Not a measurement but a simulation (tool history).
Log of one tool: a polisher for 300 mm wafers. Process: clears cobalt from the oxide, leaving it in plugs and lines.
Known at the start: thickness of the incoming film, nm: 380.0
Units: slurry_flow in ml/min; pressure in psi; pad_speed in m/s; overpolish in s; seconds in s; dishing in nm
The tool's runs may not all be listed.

run  hour  slurry_flow  pressure  pad_speed  overpolish  seconds  dishing
  1     0          295       2.5        1.1          13   54.809   33.855
  2   8.5          355       2.5        1.1          13   55.458   33.893
  3  14.5          355       2.3        1.1          13   59.163    32.93
  4  19.9          325       2.3        1.1          13   59.223   31.807
  5    28          325       2.3        1.1          11   60.278   30.736
  6    30          325       2.2        1.1          13   62.105   32.564

The next listed run, before its measurement:
  7  33.9          325       2.1        1.1          13        ?        ?

Run 7 gave seconds 64.235 s, dishing 32.056 nm.
